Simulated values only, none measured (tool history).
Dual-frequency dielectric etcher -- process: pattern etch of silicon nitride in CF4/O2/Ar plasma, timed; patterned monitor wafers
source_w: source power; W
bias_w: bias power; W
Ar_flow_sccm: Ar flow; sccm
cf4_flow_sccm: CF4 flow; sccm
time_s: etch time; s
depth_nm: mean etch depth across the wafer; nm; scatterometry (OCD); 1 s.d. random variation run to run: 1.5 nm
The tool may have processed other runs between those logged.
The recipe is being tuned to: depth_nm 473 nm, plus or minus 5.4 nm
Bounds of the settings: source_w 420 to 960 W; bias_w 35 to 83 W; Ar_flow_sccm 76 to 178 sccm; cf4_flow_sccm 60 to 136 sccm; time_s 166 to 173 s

run 1 hour=0 | source_w=690 bias_w=59 Ar_flow_sccm=127 cf4_flow_sccm=98 time_s=166 | depth_nm=426.43
run 2 hour=0.8 | source_w=700 bias_w=59 Ar_flow_sccm=127 cf4_flow_sccm=98 time_s=166 | depth_nm=430.86
run 3 hour=8.2 | source_w=710 bias_w=59 Ar_flow_sccm=127 cf4_flow_sccm=98 time_s=166 | depth_nm=433.98
run 4 hour=15.8 | source_w=710 bias_w=59 Ar_flow_sccm=127 cf4_flow_sccm=86 time_s=166 | depth_nm=423.68
run 5 hour=19.1 | source_w=720 bias_w=59 Ar_flow_sccm=127 cf4_flow_sccm=86 time_s=166 | depth_nm=429.21
run 6 hour=25.8 | source_w=730 bias_w=59 Ar_flow_sccm=127 cf4_flow_sccm=86 time_s=166 | depth_nm=431.61
run 7 hour=32 | source_w=740 bias_w=59 Ar_flow_sccm=127 cf4_flow_sccm=86 time_s=166 | depth_nm=433.22
run 8 hour=33.2 | source_w=750 bias_w=59 Ar_flow_sccm=127 cf4_flow_sccm=86 time_s=166 | depth_nm=440.8
run 9 hour=39.9 | source_w=810 bias_w=59 Ar_flow_sccm=127 cf4_flow_sccm=86 time_s=166 | depth_nm=465.44

5 next moves are on the table. One of them brings every result within its allowed miss. Which?
run A hour=46.6 | source_w=820 bias_w=56 Ar_flow_sccm=124 cf4_flow_sccm=76 time_s=169 | depth_nm=?
run B hour=46.6 | source_w=780 bias_w=63 Ar_flow_sccm=127 cf4_flow_sccm=81 time_s=167.5 | depth_nm=?
run C hour=46.6 | source_w=890 bias_w=44 Ar_flow_sccm=123 cf4_flow_sccm=86 time_s=166 | depth_nm=?
run D hour=46.6 | source_w=780 bias_w=64 Ar_flow_sccm=137 cf4_flow_sccm=80 time_s=168 | depth_nm=?
run E hour=46.6 | source_w=810 bias_w=59 Ar_flow_sccm=136 cf4_flow_sccm=86 time_s=171 | depth_nm=?

move=A depth_nm=459.4
move=B depth_nm=459.81
move=C depth_nm=461.19
move=D depth_nm=457.92
move=E depth_nm=474.52
A: its largest miss is bigger than the last run's
B: its largest miss is bigger than the last run's
C: its largest miss is bigger than the last run's
D: its largest miss is bigger than the last run's
E: each result inside its tolerance
Move E is the one to make.
